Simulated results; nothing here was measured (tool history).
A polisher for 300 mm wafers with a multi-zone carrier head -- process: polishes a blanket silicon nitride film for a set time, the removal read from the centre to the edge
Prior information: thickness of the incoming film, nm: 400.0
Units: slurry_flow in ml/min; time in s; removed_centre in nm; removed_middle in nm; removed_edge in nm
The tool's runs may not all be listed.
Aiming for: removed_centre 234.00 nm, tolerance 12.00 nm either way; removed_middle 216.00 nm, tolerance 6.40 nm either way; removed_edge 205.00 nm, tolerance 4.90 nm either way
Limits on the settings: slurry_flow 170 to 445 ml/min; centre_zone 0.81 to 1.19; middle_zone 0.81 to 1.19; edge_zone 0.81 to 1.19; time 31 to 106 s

run,hour,slurry_flow,centre_zone,middle_zone,edge_zone,time,removed_centre,removed_middle,removed_edge
1,0.0,285,1.00,1.00,1.00,68,149.93,152.83,154.65
2,7.4,305,1.06,1.04,1.03,73,173.68,172.25,169.61
3,13.2,320,1.10,1.06,1.06,76,190.36,179.69,176.80
4,21.0,325,1.12,1.08,1.08,79,197.62,193.74,187.21
5,29.8,360,1.12,1.08,1.08,79,201.22,193.58,185.49
6,30.8,360,1.12,1.08,1.08,92,235.43,225.55,218.10
7,36.6,365,1.12,1.07,1.06,91,237.79,219.53,212.37
8,45.6,365,1.12,1.07,1.05,91,239.50,221.31,213.55
9,51.2,370,1.11,1.07,1.04,90,233.08,222.32,212.02

4 candidate next runs follow, results not yet known. Just one meets every target within its allowed miss. Identify it.
A,56.8,390,1.19,0.96,0.96,91,?,?,?
B,56.8,375,1.15,1.03,1.08,95,?,?,?
C,56.8,420,1.17,1.09,1.07,86,?,?,?
D,56.8,230,1.19,1.19,1.10,88,?,?,?

move,removed_centre,removed_middle,removed_edge
A,246.89,200.66,204.78
B,248.44,221.73,224.74
C,230.79,212.17,203.56
D,228.68,223.80,203.61
A: puts the biggest miss on target and leaves a different result outside tolerance
B: misses by more than the last run did
C: all results land within tolerance of their targets
D: puts the biggest miss on target and leaves a different result outside tolerance
C is the move that brings every result within its allowed miss.
